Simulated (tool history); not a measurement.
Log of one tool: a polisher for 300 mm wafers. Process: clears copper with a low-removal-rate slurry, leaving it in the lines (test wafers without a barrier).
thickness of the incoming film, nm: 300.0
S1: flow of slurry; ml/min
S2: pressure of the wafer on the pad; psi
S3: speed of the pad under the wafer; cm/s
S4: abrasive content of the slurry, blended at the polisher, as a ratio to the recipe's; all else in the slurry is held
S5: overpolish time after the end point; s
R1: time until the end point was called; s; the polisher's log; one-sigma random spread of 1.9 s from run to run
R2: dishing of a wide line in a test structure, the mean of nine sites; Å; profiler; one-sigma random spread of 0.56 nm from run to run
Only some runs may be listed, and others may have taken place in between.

run 1 hour=0 | S1=200 S2=4 S3=92 S4=1 S5=13 | R1=79.145 R2=343.13
run 2 hour=8.8 | S1=200 S2=4.9 S3=92 S4=1 S5=13 | R1=67.512 R2=412.58
run 3 hour=9.6 | S1=200 S2=4.9 S3=106 S4=1 S5=13 | R1=58.335 R2=439.88
run 4 hour=14 | S1=230 S2=4.9 S3=106 S4=1 S5=13 | R1=56.84 R2=453.14
run 5 hour=16.9 | S1=230 S2=4.2 S3=100 S4=1 S5=15 | R1=69.751 R2=436.72
run 6 hour=25.4 | S1=230 S2=4.2 S3=118 S4=1 S5=15 | R1=57.8 R2=493.21
run 7 hour=26.4 | S1=230 S2=3.5 S3=114 S4=1 S5=17 | R1=76.981 R2=448.51
run 8 hour=31.4 | S1=225 S2=3.2 S3=114 S4=1 S5=18 | R1=80.759 R2=437.76
-- hour=36.8 slurry nozzle cleaned
run 9 hour=36.8 | S1=220 S2=3 S3=112 S4=1 S5=19 | R1=81.086 R2=456.61

For run 10, what comes out?
run 10 hour=42.2 | S1=225 S2=2.7 S3=110 S4=1 S5=20 | R1=? R2=?

R1: 90.625 s
R2: 437 Å
